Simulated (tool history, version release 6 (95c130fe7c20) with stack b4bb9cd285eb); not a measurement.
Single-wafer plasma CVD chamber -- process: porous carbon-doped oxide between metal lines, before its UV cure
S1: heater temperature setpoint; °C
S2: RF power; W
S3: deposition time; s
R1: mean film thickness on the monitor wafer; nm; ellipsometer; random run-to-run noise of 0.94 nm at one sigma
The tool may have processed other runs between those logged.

| run | hour | S1 | S2 | S3 | R1 |
|---|---|---|---|---|---|
| 1 | 0 | 300 | 595 | 31.3 | 172.81 |
| 2 | 7.7 | 300 | 645 | 31.3 | 185.46 |
| 3 | 9.6 | 300 | 645 | 32.3 | 190.35 |
| 4 | 17.9 | 303 | 635 | 32.3 | 187.88 |
| 5 | 25.5 | 305 | 620 | 32.3 | 180.8 |
| 6 | 29.5 | 307 | 615 | 32.3 | 178.43 |
| 7 | 34.8 | 309 | 610 | 32.3 | 174 |
| 8 | 37.6 | 311 | 605 | 32.3 | 171.8 |
| 9 | 45.6 | 313 | 600 | 32.3 | 170.07 |
|  | 53.7 | RF generator calibrated |
| 10 | 53.7 | 314 | 595 | 32.3 | 173.82 |
| 11 | 61.8 | 314 | 595 | 32.3 | 173.11 |
| 12 | 65.3 | 314 | 585 | 32.3 | 170.66 |
| 13 | 69.2 | 315 | 575 | 32.3 | 167.46 |
| 14 | 70.1 | 316 | 570 | 32.3 | 165.99 |
| 15 | 73.5 | 317 | 565 | 32.3 | 166.31 |
| 16 | 82.4 | 318 | 560 | 32.3 | 163.19 |

The next listed run, before its measurement:
| 17 | 84.5 | 318 | 560 | 32.3 | ? |

R1: 163.09 nm
